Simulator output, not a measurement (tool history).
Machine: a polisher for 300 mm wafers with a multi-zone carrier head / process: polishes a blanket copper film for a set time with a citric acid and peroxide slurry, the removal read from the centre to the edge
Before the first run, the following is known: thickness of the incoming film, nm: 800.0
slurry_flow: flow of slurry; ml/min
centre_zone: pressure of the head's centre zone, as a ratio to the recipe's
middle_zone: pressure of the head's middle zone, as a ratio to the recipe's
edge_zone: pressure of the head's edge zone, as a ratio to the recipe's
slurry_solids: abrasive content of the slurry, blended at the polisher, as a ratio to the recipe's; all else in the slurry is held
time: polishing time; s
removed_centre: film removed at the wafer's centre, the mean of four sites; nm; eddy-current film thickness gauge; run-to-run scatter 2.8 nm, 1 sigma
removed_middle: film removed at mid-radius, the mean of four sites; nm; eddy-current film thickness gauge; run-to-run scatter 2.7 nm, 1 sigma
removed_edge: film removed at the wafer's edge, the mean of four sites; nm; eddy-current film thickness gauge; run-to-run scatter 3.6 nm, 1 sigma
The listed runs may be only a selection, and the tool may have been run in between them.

| run | hour | slurry_flow | centre_zone | middle_zone | edge_zone | slurry_solids | time | removed_centre | removed_middle | removed_edge |
|---|---|---|---|---|---|---|---|---|---|---|
| 1 | 0.0 | 230 | 1.00 | 1.00 | 1.00 | 1.00 | 78 | 286.60 | 286.87 | 288.01 |
| 2 | 3.9 | 230 | 1.00 | 1.00 | 1.07 | 1.00 | 78 | 277.62 | 285.59 | 294.07 |
| 3 | 7.8 | 230 | 1.00 | 1.00 | 1.07 | 1.20 | 78 | 298.77 | 302.59 | 309.33 |
| 4 | 10.2 | 225 | 0.96 | 0.97 | 1.08 | 1.15 | 78 | 281.81 | 289.80 | 309.66 |
| 5 | 18.3 | 225 | 0.96 | 0.97 | 1.08 | 1.15 | 91 | 323.26 | 337.72 | 358.80 |
| 6 | 24.2 | 225 | 0.96 | 0.97 | 1.08 | 1.15 | 100 | 368.40 | 372.53 | 393.71 |
| 7 | 32.7 | 220 | 0.93 | 0.95 | 1.08 | 1.00 | 96 | 333.06 | 337.44 | 363.93 |
| 8 | 39.8 | 210 | 0.90 | 0.95 | 1.11 | 0.95 | 91 | 282.64 | 315.87 | 347.20 |
| 9 | 43.4 | 205 | 0.88 | 0.93 | 1.10 | 0.85 | 90 | 275.91 | 296.45 | 328.63 |

What does the tool deliver on the next run?
| 10 | 50.7 | 200 | 0.86 | 0.92 | 1.11 | 0.75 | 89 | ? | ? | ? |

Run 10 produced removed_centre 253.38 nm, removed_middle 283.85 nm, removed_edge 309.23 nm.

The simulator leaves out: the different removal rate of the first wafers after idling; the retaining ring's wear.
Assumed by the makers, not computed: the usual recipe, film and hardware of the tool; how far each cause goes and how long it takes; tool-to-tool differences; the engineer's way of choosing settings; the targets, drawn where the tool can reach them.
